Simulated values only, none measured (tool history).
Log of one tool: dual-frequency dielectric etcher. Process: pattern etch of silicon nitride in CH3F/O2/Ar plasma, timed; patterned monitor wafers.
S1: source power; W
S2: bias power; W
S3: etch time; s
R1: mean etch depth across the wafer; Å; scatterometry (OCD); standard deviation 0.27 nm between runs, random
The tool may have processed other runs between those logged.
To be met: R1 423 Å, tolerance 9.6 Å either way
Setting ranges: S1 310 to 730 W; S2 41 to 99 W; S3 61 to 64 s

run 1 hour=0 | S1=520 S2=70 S3=61 | R1=477.33
run 2 hour=7.2 | S1=480 S2=69 S3=61 | R1=455.36
run 3 hour=13.5 | S1=480 S2=69 S3=64 | R1=474.33
run 4 hour=20.2 | S1=450 S2=68 S3=64 | R1=452.09
run 5 hour=28.8 | S1=440 S2=68 S3=64 | R1=449.34
run 6 hour=30.4 | S1=430 S2=68 S3=64 | R1=438.97
run 7 hour=38.2 | S1=420 S2=68 S3=64 | R1=432.31
run 8 hour=45.8 | S1=420 S2=68 S3=64 | R1=430.89
run 9 hour=50.2 | S1=420 S2=68 S3=64 | R1=432.27
run 10 hour=57.7 | S1=390 S2=67 S3=64 | R1=405.8

Below are 4 possible settings for the next run. Only one of them brings all results inside the allowed miss of their targets. Which is it?
run A hour=65.2 | S1=400 S2=74 S3=63 | R1=?
run B hour=65.2 | S1=400 S2=67 S3=61.5 | R1=?
run C hour=65.2 | S1=370 S2=64 S3=61 | R1=?
run D hour=65.2 | S1=390 S2=64 S3=61 | R1=?

move=A R1=423.51
move=B R1=399.35
move=C R1=367.14
move=D R1=382.57
A: meets every target
B: further off than the last run
C: further off than the last run
D: further off than the last run
So the answer is move A, the one that meets all the targets.

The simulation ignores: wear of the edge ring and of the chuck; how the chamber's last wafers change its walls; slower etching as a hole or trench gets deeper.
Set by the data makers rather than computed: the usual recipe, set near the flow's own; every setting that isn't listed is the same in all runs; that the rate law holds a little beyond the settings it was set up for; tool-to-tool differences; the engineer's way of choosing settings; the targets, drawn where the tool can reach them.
